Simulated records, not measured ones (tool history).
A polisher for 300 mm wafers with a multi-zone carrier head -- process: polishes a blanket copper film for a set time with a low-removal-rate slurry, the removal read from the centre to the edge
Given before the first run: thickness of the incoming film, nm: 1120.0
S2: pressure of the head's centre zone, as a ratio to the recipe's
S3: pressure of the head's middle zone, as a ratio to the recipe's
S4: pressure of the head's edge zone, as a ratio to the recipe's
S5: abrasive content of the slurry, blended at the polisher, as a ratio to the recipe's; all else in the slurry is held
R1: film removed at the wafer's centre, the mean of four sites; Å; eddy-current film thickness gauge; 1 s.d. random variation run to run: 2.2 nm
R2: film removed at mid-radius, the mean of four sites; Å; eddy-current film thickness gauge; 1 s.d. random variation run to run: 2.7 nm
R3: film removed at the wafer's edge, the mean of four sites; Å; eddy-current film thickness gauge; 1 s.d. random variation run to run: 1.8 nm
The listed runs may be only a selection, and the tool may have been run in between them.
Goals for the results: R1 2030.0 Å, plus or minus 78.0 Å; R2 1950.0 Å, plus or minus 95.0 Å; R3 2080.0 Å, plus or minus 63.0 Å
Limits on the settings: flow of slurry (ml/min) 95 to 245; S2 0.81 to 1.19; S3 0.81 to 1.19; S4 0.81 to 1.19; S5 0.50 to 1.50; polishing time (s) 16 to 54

{"run": 1, "hour": 0.0, "flow of slurry (ml/min)": 155, "S2": 1.0, "S3": 1.0, "S4": 1.0, "S5": 1.0, "polishing time (s)": 35, "R1": 1278.3, "R2": 1294.2, "R3": 1225.2}
{"run": 2, "hour": 6.1, "flow of slurry (ml/min)": 155, "S2": 1.0, "S3": 1.0, "S4": 1.0, "S5": 0.9, "polishing time (s)": 35, "R1": 1214.1, "R2": 1239.8, "R3": 1213.2}
{"run": 3, "hour": 8.7, "flow of slurry (ml/min)": 155, "S2": 1.0, "S3": 1.0, "S4": 0.92, "S5": 0.9, "polishing time (s)": 35, "R1": 1200.9, "R2": 1226.4, "R3": 1166.7}
{"run": 4, "hour": 13.5, "flow of slurry (ml/min)": 155, "S2": 0.99, "S3": 0.98, "S4": 0.94, "S5": 0.95, "polishing time (s)": 37, "R1": 1283.8, "R2": 1284.8, "R3": 1262.7}
{"run": 5, "hour": 21.0, "flow of slurry (ml/min)": 155, "S2": 0.98, "S3": 0.97, "S4": 0.96, "S5": 1.0, "polishing time (s)": 38, "R1": 1334.5, "R2": 1325.0, "R3": 1331.8}
{"run": 6, "hour": 28.8, "flow of slurry (ml/min)": 155, "S2": 1.06, "S3": 0.97, "S4": 0.96, "S5": 1.0, "polishing time (s)": 38, "R1": 1437.5, "R2": 1326.8, "R3": 1332.2}
{"run": 7, "hour": 33.6, "flow of slurry (ml/min)": 155, "S2": 1.05, "S3": 0.97, "S4": 0.98, "S5": 1.05, "polishing time (s)": 39, "R1": 1519.5, "R2": 1412.3, "R3": 1370.2}
{"run": 8, "hour": 36.3, "flow of slurry (ml/min)": 155, "S2": 1.03, "S3": 0.96, "S4": 0.99, "S5": 1.1, "polishing time (s)": 40, "R1": 1493.8, "R2": 1421.0, "R3": 1442.8}
{"run": 9, "hour": 37.9, "flow of slurry (ml/min)": 160, "S2": 1.03, "S3": 0.96, "S4": 1.0, "S5": 1.15, "polishing time (s)": 41, "R1": 1590.5, "R2": 1478.9, "R3": 1505.1}
{"run": 10, "hour": 42.1, "flow of slurry (ml/min)": 160, "S2": 1.02, "S3": 0.96, "S4": 1.01, "S5": 1.2, "polishing time (s)": 42, "R1": 1633.3, "R2": 1540.1, "R3": 1569.6}
{"run": 11, "hour": 44.2, "flow of slurry (ml/min)": 160, "S2": 1.01, "S3": 0.96, "S4": 1.02, "S5": 1.25, "polishing time (s)": 43, "R1": 1661.9, "R2": 1578.9, "R3": 1634.3}
{"hour": 48.1, "done": "worn pad replaced by a new one"}
{"run": 12, "hour": 48.1, "flow of slurry (ml/min)": 165, "S2": 1.01, "S3": 0.96, "S4": 1.03, "S5": 1.3, "polishing time (s)": 44, "R1": 1905.5, "R2": 1790.6, "R3": 1896.7}
{"run": 13, "hour": 55.7, "flow of slurry (ml/min)": 170, "S2": 1.01, "S3": 0.96, "S4": 1.03, "S5": 1.3, "polishing time (s)": 44, "R1": 1890.0, "R2": 1851.0, "R3": 1888.3}
{"run": 14, "hour": 57.5, "flow of slurry (ml/min)": 170, "S2": 1.01, "S3": 0.96, "S4": 1.04, "S5": 1.3, "polishing time (s)": 44, "R1": 1928.0, "R2": 1833.5, "R3": 1888.0}
{"run": 15, "hour": 66.2, "flow of slurry (ml/min)": 170, "S2": 1.01, "S3": 0.96, "S4": 1.05, "S5": 1.3, "polishing time (s)": 44, "R1": 1912.0, "R2": 1873.6, "R3": 1865.3}
{"run": 16, "hour": 68.0, "flow of slurry (ml/min)": 170, "S2": 1.01, "S3": 0.95, "S4": 1.05, "S5": 1.3, "polishing time (s)": 44, "R1": 1908.7, "R2": 1822.1, "R3": 1920.8}
{"run": 17, "hour": 74.7, "flow of slurry (ml/min)": 180, "S2": 1.01, "S3": 0.94, "S4": 1.05, "S5": 1.3, "polishing time (s)": 44, "R1": 1922.7, "R2": 1771.2, "R3": 1874.2}

Next run, 5 choices. One meets every target within its allowed miss, the rest don't. Which?
{"run": "A", "hour": 81.4, "flow of slurry (ml/min)": 145, "S2": 0.84, "S3": 1.0, "S4": 1.09, "S5": 1.2, "polishing time (s)": 52, "R1": "?", "R2": "?", "R3": "?"}
{"run": "B", "hour": 81.4, "flow of slurry (ml/min)": 155, "S2": 0.88, "S3": 0.97, "S4": 1.1, "S5": 1.35, "polishing time (s)": 47, "R1": "?", "R2": "?", "R3": "?"}
{"run": "C", "hour": 81.4, "flow of slurry (ml/min)": 205, "S2": 1.02, "S3": 0.81, "S4": 1.14, "S5": 1.2, "polishing time (s)": 50, "R1": "?", "R2": "?", "R3": "?"}
{"run": "D", "hour": 81.4, "flow of slurry (ml/min)": 165, "S2": 1.04, "S3": 0.99, "S4": 1.03, "S5": 1.25, "polishing time (s)": 46, "R1": "?", "R2": "?", "R3": "?"}
{"run": "E", "hour": 81.4, "flow of slurry (ml/min)": 160, "S2": 0.97, "S3": 0.93, "S4": 1.03, "S5": 1.25, "polishing time (s)": 49, "R1": "?", "R2": "?", "R3": "?"}

move=A R1=1883.2 R2=2130.6 R3=2232.1
move=B R1=1838.7 R2=1945.9 R3=2097.8
move=C R1=2237.8 R2=1787.0 R3=2264.7
move=D R1=2061.0 R2=1914.3 R3=1960.1
move=E R1=2055.9 R2=1928.8 R3=2084.3
A: takes the biggest miss from the last run beyond its target
B: corrects the largest miss of the last run, while another result sits out of spec
C: takes the biggest miss from the last run beyond its target
D: closer than the last run, but not yet in spec
E: meets every target
Correct choice: E, which meets every target
